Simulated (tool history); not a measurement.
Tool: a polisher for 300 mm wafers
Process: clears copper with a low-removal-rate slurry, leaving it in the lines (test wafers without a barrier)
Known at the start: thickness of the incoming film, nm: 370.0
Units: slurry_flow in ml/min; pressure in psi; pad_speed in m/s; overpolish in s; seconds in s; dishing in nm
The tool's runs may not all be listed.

run 1 hour=0 | slurry_flow=130 pressure=2.5 pad_speed=1.1 slurry_solids=1 overpolish=13 | seconds=125.9 dishing=21.767
run 2 hour=5.9 | slurry_flow=135 pressure=2.2 pad_speed=1.18 slurry_solids=1 overpolish=10 | seconds=132.65 dishing=16.821
run 3 hour=8.1 | slurry_flow=125 pressure=2.2 pad_speed=1.18 slurry_solids=1 overpolish=10 | seconds=133.16 dishing=16.597
run 4 hour=16.8 | slurry_flow=110 pressure=2 pad_speed=1.34 slurry_solids=0.95 overpolish=8 | seconds=134.17 dishing=13.885
run 5 hour=18.2 | slurry_flow=100 pressure=2 pad_speed=1.46 slurry_solids=0.8 overpolish=7 | seconds=132.96 dishing=12.74
run 6 hour=24.8 | slurry_flow=100 pressure=2 pad_speed=1.46 slurry_solids=0.95 overpolish=7 | seconds=128.34 dishing=12.801
run 7 hour=27.7 | slurry_flow=95 pressure=2 pad_speed=1.52 slurry_solids=1 overpolish=6 | seconds=124.96 dishing=11.333
run 8 hour=32.4 | slurry_flow=95 pressure=2 pad_speed=1.54 slurry_solids=1.05 overpolish=6 | seconds=120.92 dishing=11.89
run 9 hour=33.8 | slurry_flow=115 pressure=2 pad_speed=1.54 slurry_solids=0.8 overpolish=4 | seconds=127.67 dishing=7.8497
run 10 hour=34.6 | slurry_flow=105 pressure=2.1 pad_speed=1.54 slurry_solids=0.8 overpolish=4 | seconds=122.65 dishing=8.2935
run 11 hour=43.5 | slurry_flow=100 pressure=2.1 pad_speed=1.52 slurry_solids=0.85 overpolish=4 | seconds=123.68 dishing=8.079
run 12 hour=45.4 | slurry_flow=100 pressure=2 pad_speed=1.56 slurry_solids=0.9 overpolish=4 | seconds=122.82 dishing=8.2542
run 13 hour=47.1 | slurry_flow=100 pressure=2 pad_speed=1.56 slurry_solids=0.95 overpolish=8 | seconds=122.28 dishing=14.838
run 14 hour=50.6 | slurry_flow=115 pressure=2 pad_speed=1.52 slurry_solids=0.9 overpolish=7 | seconds=122.03 dishing=13.105
run 15 hour=55.9 | slurry_flow=115 pressure=2 pad_speed=1.52 slurry_solids=0.9 overpolish=7 | seconds=124.45 dishing=13.063
run 16 hour=57 | slurry_flow=115 pressure=2.1 pad_speed=1.46 slurry_solids=0.9 overpolish=7 | seconds=123.71 dishing=13.045
run 17 hour=58.9 | slurry_flow=115 pressure=2.2 pad_speed=1.42 slurry_solids=0.9 overpolish=7 | seconds=123.17 dishing=13.716
run 18 hour=64.9 | slurry_flow=120 pressure=2.1 pad_speed=1.44 slurry_solids=0.9 overpolish=6 | seconds=126.95 dishing=11.766
run 19 hour=73.3 | slurry_flow=145 pressure=2.1 pad_speed=1.48 slurry_solids=0.9 overpolish=4 | seconds=116.26 dishing=8.3664

Forecast run 20:
run 20 hour=78.4 | slurry_flow=135 pressure=2.1 pad_speed=1.48 slurry_solids=0.9 overpolish=4 | seconds=? dishing=?

seconds: 118.38 s
dishing: 8.1206 nm

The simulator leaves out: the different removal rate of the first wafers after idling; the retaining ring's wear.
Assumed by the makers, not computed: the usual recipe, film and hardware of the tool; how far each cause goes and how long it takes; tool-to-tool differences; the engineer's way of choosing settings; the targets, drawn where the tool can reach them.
